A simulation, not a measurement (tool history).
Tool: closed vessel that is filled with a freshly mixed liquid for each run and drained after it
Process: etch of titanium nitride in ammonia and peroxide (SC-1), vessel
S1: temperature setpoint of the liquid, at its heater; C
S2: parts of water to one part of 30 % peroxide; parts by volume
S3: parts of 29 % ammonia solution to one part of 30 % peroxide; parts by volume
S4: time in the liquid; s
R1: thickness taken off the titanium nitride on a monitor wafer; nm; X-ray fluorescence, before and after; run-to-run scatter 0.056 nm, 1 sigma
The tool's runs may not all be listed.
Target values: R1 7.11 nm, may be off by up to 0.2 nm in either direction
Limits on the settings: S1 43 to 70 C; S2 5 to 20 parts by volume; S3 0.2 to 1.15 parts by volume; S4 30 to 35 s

{"run": 1, "hour": 0.0, "S1": 59, "S2": 11, "S3": 0.65, "S4": 35, "R1": 4.1445}
{"run": 2, "hour": 6.3, "S1": 59, "S2": 11, "S3": 0.65, "S4": 30, "R1": 3.4488}
{"run": 3, "hour": 14.6, "S1": 59, "S2": 11, "S3": 0.65, "S4": 35, "R1": 4.0803}
{"run": 4, "hour": 19.8, "S1": 59, "S2": 11, "S3": 0.65, "S4": 30, "R1": 3.5139}
{"run": 5, "hour": 26.5, "S1": 65, "S2": 11, "S3": 0.65, "S4": 30, "R1": 5.2101}
{"run": 6, "hour": 27.9, "S1": 66, "S2": 11, "S3": 0.65, "S4": 30, "R1": 5.5435}
{"run": 7, "hour": 33.4, "S1": 66, "S2": 11, "S3": 0.65, "S4": 30, "R1": 5.4459}
{"run": 8, "hour": 42.0, "S1": 67, "S2": 11, "S3": 0.65, "S4": 30, "R1": 5.8961}
{"run": 9, "hour": 44.2, "S1": 67.5, "S2": 11, "S3": 0.65, "S4": 30, "R1": 6.0409}

Which single option among these 5 for the next run brings every result within its allowed miss of target? Just one does.
{"run": "A", "hour": 46.4, "S1": 67, "S2": 10.5, "S3": 0.65, "S4": 35, "R1": "?"}
{"run": "B", "hour": 46.4, "S1": 67, "S2": 12.5, "S3": 0.65, "S4": 30, "R1": "?"}
{"run": "C", "hour": 46.4, "S1": 65.5, "S2": 11, "S3": 0.65, "S4": 30, "R1": "?"}
{"run": "D", "hour": 46.4, "S1": 63.5, "S2": 11, "S3": 0.6, "S4": 30, "R1": "?"}
{"run": "E", "hour": 46.4, "S1": 67, "S2": 9.5, "S3": 0.7, "S4": 35, "R1": "?"}

move=A R1=7.0579
move=B R1=5.521
move=C R1=5.3712
move=D R1=4.6635
move=E R1=7.5219
A: in spec on every target
B: moves away from the targets compared with the last run
C: moves away from the targets compared with the last run
D: moves away from the targets compared with the last run
E: takes the result that was furthest off past its target
Move A is the one to make.

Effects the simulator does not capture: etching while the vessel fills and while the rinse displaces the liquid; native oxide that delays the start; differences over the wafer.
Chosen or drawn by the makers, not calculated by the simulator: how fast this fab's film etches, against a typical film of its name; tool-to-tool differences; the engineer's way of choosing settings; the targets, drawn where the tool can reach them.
